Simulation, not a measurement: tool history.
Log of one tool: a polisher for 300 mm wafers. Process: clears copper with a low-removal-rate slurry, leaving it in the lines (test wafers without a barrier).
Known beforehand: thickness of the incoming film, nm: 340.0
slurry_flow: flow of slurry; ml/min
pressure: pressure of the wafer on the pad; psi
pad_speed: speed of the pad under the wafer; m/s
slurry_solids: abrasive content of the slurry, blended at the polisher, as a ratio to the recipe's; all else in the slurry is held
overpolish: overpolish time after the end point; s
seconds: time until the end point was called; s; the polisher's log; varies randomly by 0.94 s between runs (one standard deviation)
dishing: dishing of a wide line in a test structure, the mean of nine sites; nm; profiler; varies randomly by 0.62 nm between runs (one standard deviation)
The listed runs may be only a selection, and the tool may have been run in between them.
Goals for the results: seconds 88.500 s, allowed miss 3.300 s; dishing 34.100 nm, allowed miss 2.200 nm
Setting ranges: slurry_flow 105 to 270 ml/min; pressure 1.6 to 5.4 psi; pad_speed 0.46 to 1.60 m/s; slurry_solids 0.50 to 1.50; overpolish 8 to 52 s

run 1 hour=0.0 | slurry_flow=175 pressure=3.5 pad_speed=1.02 slurry_solids=1.00 overpolish=26 | seconds=114.750 dishing=56.403
run 2 hour=3.3 | slurry_flow=175 pressure=3.5 pad_speed=1.02 slurry_solids=0.90 overpolish=26 | seconds=118.640 dishing=55.153
run 3 hour=5.8 | slurry_flow=175 pressure=3.5 pad_speed=0.78 slurry_solids=0.90 overpolish=26 | seconds=153.270 dishing=43.823
run 4 hour=13.4 | slurry_flow=175 pressure=3.5 pad_speed=0.88 slurry_solids=0.90 overpolish=26 | seconds=133.750 dishing=50.584
run 5 hour=17.7 | slurry_flow=180 pressure=3.7 pad_speed=0.90 slurry_solids=1.05 overpolish=21 | seconds=122.090 dishing=47.291
run 6 hour=24.3 | slurry_flow=180 pressure=3.7 pad_speed=0.90 slurry_solids=1.20 overpolish=21 | seconds=117.530 dishing=46.562
run 7 hour=26.2 | slurry_flow=160 pressure=3.8 pad_speed=0.94 slurry_solids=1.30 overpolish=18 | seconds=111.620 dishing=43.547
run 8 hour=27.5 | slurry_flow=145 pressure=3.9 pad_speed=0.96 slurry_solids=1.35 overpolish=15 | seconds=106.720 dishing=37.771
run 9 hour=29.4 | slurry_flow=165 pressure=4.5 pad_speed=0.98 slurry_solids=1.40 overpolish=8 | seconds=89.577 dishing=25.368
run 10 hour=35.0 | slurry_flow=160 pressure=4.5 pad_speed=1.00 slurry_solids=1.40 overpolish=9 | seconds=87.383 dishing=28.991

4 candidate next runs follow, results not yet known. Just one meets every target within its allowed miss. Identify it.
run A hour=40.6 | slurry_flow=115 pressure=5.0 pad_speed=1.06 slurry_solids=1.35 overpolish=11 | seconds=? dishing=?
run B hour=40.6 | slurry_flow=170 pressure=4.1 pad_speed=0.98 slurry_solids=1.40 overpolish=12 | seconds=? dishing=?
run C hour=40.6 | slurry_flow=145 pressure=5.0 pad_speed=0.90 slurry_solids=1.50 overpolish=11 | seconds=? dishing=?
run D hour=40.6 | slurry_flow=180 pressure=4.4 pad_speed=1.08 slurry_solids=1.40 overpolish=10 | seconds=? dishing=?

move=A seconds=79.057 dishing=39.578
move=B seconds=97.969 dishing=35.014
move=C seconds=88.143 dishing=35.845
move=D seconds=82.685 dishing=34.692
A: pushes the last run's worst result past its target
B: brings the last run's worst result on target, with another outside its allowed miss
C: in spec on every target
D: brings the last run's worst result on target, with another outside its allowed miss
C is the move that brings every result within its allowed miss.
